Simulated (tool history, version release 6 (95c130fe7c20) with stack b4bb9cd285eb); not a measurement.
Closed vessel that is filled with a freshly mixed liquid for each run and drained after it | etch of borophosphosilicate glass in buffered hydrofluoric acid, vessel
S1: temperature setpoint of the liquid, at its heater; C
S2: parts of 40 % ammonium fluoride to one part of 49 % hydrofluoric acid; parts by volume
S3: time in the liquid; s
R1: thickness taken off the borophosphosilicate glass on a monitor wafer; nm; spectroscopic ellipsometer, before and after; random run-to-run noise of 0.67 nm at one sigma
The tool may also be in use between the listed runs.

run,hour,S1,S2,S3,R1
1,0.0,22.0,23.0,100,99.990
2,8.4,21.0,23.0,100,92.955
3,14.2,20.5,23.0,100,90.910
4,23.1,20.5,23.0,110,101.030
5,28.5,20.5,23.0,100,92.196
6,35.5,20.0,23.0,100,89.852
7,42.2,17.0,23.5,100,74.785

Forecast run 8:
8,44.4,17.0,23.5,100,?

Run 8 produced R1 73.834 nm.
